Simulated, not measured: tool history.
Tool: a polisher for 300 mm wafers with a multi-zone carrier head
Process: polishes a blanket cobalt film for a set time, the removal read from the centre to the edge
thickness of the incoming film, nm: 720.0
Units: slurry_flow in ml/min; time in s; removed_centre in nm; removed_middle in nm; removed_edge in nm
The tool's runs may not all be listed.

{"run": 1, "hour": 0.0, "slurry_flow": 265, "centre_zone": 1.0, "middle_zone": 1.0, "edge_zone": 1.0, "time": 38, "removed_centre": 262.4, "removed_middle": 262.08, "removed_edge": 268.71}
{"run": 2, "hour": 8.6, "slurry_flow": 280, "centre_zone": 1.04, "middle_zone": 1.0, "edge_zone": 1.05, "time": 39, "removed_centre": 279.61, "removed_middle": 271.02, "removed_edge": 283.37}
{"run": 3, "hour": 11.2, "slurry_flow": 340, "centre_zone": 1.04, "middle_zone": 1.0, "edge_zone": 1.05, "time": 39, "removed_centre": 288.17, "removed_middle": 274.16, "removed_edge": 289.84}
{"run": 4, "hour": 14.3, "slurry_flow": 350, "centre_zone": 1.07, "middle_zone": 0.99, "edge_zone": 1.08, "time": 39, "removed_centre": 291.59, "removed_middle": 274.49, "removed_edge": 293.1}
{"run": 5, "hour": 16.9, "slurry_flow": 350, "centre_zone": 1.07, "middle_zone": 0.99, "edge_zone": 1.08, "time": 32, "removed_centre": 239.4, "removed_middle": 223.0, "removed_edge": 238.03}
{"run": 6, "hour": 18.0, "slurry_flow": 360, "centre_zone": 1.1, "middle_zone": 0.98, "edge_zone": 1.1, "time": 34, "removed_centre": 262.6, "removed_middle": 238.74, "removed_edge": 258.44}

Run 7 comes next. What will it give?
{"run": 7, "hour": 23.9, "slurry_flow": 365, "centre_zone": 1.12, "middle_zone": 0.97, "edge_zone": 1.12, "time": 35, "removed_centre": "?", "removed_middle": "?", "removed_edge": "?"}

Run 7 gave removed_centre 278.43 nm, removed_middle 244.26 nm, removed_edge 267.80 nm.
